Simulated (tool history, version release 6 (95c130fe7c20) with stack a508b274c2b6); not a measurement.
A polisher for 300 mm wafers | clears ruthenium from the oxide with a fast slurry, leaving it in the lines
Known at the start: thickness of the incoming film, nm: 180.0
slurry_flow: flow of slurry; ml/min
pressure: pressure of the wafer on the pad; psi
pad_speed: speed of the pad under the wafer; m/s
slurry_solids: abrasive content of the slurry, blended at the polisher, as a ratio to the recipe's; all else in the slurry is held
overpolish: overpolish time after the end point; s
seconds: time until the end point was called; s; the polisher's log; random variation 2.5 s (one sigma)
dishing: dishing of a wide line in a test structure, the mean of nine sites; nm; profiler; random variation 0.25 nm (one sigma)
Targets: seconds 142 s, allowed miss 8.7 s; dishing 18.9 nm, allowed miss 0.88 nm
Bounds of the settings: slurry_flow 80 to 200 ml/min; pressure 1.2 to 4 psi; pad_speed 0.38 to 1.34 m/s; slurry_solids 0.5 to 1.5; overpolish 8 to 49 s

{"run": 1, "hour": 0.0, "slurry_flow": 130, "pressure": 2.6, "pad_speed": 0.86, "slurry_solids": 1, "overpolish": 25, "seconds": 44.421, "dishing": 71.818}
{"run": 2, "hour": 3.0, "slurry_flow": 130, "pressure": 2.6, "pad_speed": 1.08, "slurry_solids": 1, "overpolish": 25, "seconds": 36.359, "dishing": 85.652}
{"run": 3, "hour": 6.0, "slurry_flow": 130, "pressure": 2.5, "pad_speed": 1, "slurry_solids": 0.95, "overpolish": 24, "seconds": 41.28, "dishing": 72.266}
{"run": 4, "hour": 9.2, "slurry_flow": 130, "pressure": 2.4, "pad_speed": 0.94, "slurry_solids": 0.9, "overpolish": 23, "seconds": 44.879, "dishing": 65.428}
{"run": 5, "hour": 15.7, "slurry_flow": 130, "pressure": 2.4, "pad_speed": 1.1, "slurry_solids": 0.9, "overpolish": 23, "seconds": 39.423, "dishing": 73.324}
{"run": 6, "hour": 21.2, "slurry_flow": 125, "pressure": 2.3, "pad_speed": 1.02, "slurry_solids": 0.85, "overpolish": 22, "seconds": 48.292, "dishing": 61.868}
{"run": 7, "hour": 28.6, "slurry_flow": 125, "pressure": 2.2, "pad_speed": 0.96, "slurry_solids": 0.85, "overpolish": 21, "seconds": 53.379, "dishing": 54.111}
{"hour": 36.4, "done": "head pressure recalibrated"}
{"run": 8, "hour": 36.4, "slurry_flow": 125, "pressure": 2.1, "pad_speed": 0.9, "slurry_solids": 0.85, "overpolish": 20, "seconds": 61.2, "dishing": 45.038}
{"run": 9, "hour": 37.0, "slurry_flow": 125, "pressure": 2, "pad_speed": 0.86, "slurry_solids": 0.85, "overpolish": 20, "seconds": 68.147, "dishing": 41.854}
{"run": 10, "hour": 40.9, "slurry_flow": 125, "pressure": 2, "pad_speed": 0.86, "slurry_solids": 0.85, "overpolish": 20, "seconds": 64.85, "dishing": 42.429}
{"run": 11, "hour": 48.2, "slurry_flow": 125, "pressure": 1.9, "pad_speed": 0.82, "slurry_solids": 0.85, "overpolish": 20, "seconds": 72.412, "dishing": 39.634}

Which of these 5 next moves meets every target?
{"run": "A", "hour": 55.5, "slurry_flow": 155, "pressure": 2.8, "pad_speed": 1.16, "slurry_solids": 0.9, "overpolish": 15, "seconds": "?", "dishing": "?"}
{"run": "B", "hour": 55.5, "slurry_flow": 85, "pressure": 1.2, "pad_speed": 0.68, "slurry_solids": 0.8, "overpolish": 18, "seconds": "?", "dishing": "?"}
{"run": "C", "hour": 55.5, "slurry_flow": 140, "pressure": 2.8, "pad_speed": 1.02, "slurry_solids": 1, "overpolish": 18, "seconds": "?", "dishing": "?"}
{"run": "D", "hour": 55.5, "slurry_flow": 135, "pressure": 3.6, "pad_speed": 1.1, "slurry_solids": 1.1, "overpolish": 19, "seconds": "?", "dishing": "?"}
{"run": "E", "hour": 55.5, "slurry_flow": 185, "pressure": 3.8, "pad_speed": 0.94, "slurry_solids": 1.5, "overpolish": 16, "seconds": "?", "dishing": "?"}

move=A seconds=34.536 dishing=58.478
move=B seconds=145.66 dishing=18.588
move=C seconds=37.593 dishing=63.475
move=D seconds=26.505 dishing=87.6
move=E seconds=24.62 dishing=81.234
A: further off than the last run
B: meets every target
C: further off than the last run
D: further off than the last run
E: further off than the last run
The right move is B.

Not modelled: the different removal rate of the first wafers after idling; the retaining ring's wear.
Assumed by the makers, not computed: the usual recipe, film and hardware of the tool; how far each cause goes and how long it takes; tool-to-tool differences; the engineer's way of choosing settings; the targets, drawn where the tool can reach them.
